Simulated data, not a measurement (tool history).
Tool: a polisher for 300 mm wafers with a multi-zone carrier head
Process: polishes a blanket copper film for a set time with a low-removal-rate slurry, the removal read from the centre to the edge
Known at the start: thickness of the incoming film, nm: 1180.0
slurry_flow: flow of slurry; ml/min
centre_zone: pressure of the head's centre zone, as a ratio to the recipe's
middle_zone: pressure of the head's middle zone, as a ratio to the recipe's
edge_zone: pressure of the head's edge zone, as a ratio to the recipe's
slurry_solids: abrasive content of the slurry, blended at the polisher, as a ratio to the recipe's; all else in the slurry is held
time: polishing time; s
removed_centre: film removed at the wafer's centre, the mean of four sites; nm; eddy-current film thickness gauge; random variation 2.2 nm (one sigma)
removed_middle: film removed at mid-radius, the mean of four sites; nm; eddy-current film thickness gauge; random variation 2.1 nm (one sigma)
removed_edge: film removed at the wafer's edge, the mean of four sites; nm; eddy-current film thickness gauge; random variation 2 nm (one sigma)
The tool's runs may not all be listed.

run	hour	slurry_flow	centre_zone	middle_zone	edge_zone	slurry_solids	time	removed_centre	removed_middle	removed_edge
1	0.0	185	1.00	1.00	1.00	1.00	73	282.14	278.91	270.23
2	8.5	185	1.00	1.00	0.95	1.00	73	284.29	278.45	265.07
3	16.1	180	0.99	0.98	0.94	0.90	70	265.61	257.35	244.77
4	24.1	180	0.99	0.92	0.94	0.90	70	264.83	247.65	242.34
5	31.6	215	0.99	0.92	0.94	0.90	70	269.23	250.39	251.44
6	34.7	210	0.98	0.91	0.93	0.85	68	257.31	241.29	239.64
7	38.2	205	0.97	0.89	0.93	0.80	66	239.43	224.69	228.53
8	40.9	205	0.97	0.89	0.93	0.80	66	237.89	222.70	226.31
9	45.0	195	0.96	0.88	0.92	0.75	66	235.53	216.33	223.44
10	52.0	190	0.95	0.88	0.90	0.70	65	224.29	208.04	212.32
11	54.5	145	0.91	0.84	0.81	0.50	64	179.18	170.01	173.71
12	56.0	150	0.91	0.84	0.81	0.50	64	176.52	171.67	179.81
13	62.7	155	0.92	0.85	0.81	0.50	64	178.91	174.36	174.13

The next listed run, before its measurement:
14	65.9	160	0.93	0.85	0.82	0.50	64	?	?	?

Run 14 gave removed_centre 184.11 nm, removed_middle 178.04 nm, removed_edge 176.01 nm.
